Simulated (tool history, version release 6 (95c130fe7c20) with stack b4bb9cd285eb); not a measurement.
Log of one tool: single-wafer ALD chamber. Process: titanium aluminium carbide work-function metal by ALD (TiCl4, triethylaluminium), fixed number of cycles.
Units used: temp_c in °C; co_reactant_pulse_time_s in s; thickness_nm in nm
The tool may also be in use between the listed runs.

| run | hour | temp_c | co_reactant_pulse_time_s | thickness_nm |
|---|---|---|---|---|
| 1 | 0 | 295 | 8.33 | 2.0047 |
| 2 | 4.5 | 290 | 8.33 | 1.9703 |
| 3 | 10.8 | 300 | 8.33 | 2.036 |
| 4 | 17.8 | 305 | 8.33 | 2.0754 |
| 5 | 18.5 | 316 | 8.33 | 2.1732 |
| 6 | 21.1 | 316 | 10.22 | 2.2279 |

For run 7, what comes out?
| 7 | 28.6 | 306 | 9.27 | ? |

{"run 7": {"thickness_nm": 2.1171}}

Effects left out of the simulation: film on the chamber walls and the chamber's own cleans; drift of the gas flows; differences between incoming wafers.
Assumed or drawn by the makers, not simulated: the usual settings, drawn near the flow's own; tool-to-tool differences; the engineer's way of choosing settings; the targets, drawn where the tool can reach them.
